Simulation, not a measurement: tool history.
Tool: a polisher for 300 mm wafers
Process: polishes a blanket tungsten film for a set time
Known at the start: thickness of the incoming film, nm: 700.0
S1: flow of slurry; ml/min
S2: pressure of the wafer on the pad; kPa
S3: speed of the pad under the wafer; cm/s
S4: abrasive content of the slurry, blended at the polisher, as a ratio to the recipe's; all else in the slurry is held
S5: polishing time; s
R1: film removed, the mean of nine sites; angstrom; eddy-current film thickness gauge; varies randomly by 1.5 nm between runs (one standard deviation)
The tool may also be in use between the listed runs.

run	hour	S1	S2	S3	S4	S5	R1
1	0.0	285	30.3	98	1.0	65	3019.8
2	4.8	285	24.8	94	1.0	65	2422.8
3	7.9	225	24.8	94	1.0	65	2294.9
4	11.3	215	21.4	94	1.0	65	2020.6
5	16.6	210	19.3	94	1.0	65	1820.4
6	19.3	210	19.3	94	1.0	68	1875.2

Predict the results of run 7:
7	20.5	205	17.9	94	1.0	68	?

Run 7 measured R1 1804.1 angstrom.

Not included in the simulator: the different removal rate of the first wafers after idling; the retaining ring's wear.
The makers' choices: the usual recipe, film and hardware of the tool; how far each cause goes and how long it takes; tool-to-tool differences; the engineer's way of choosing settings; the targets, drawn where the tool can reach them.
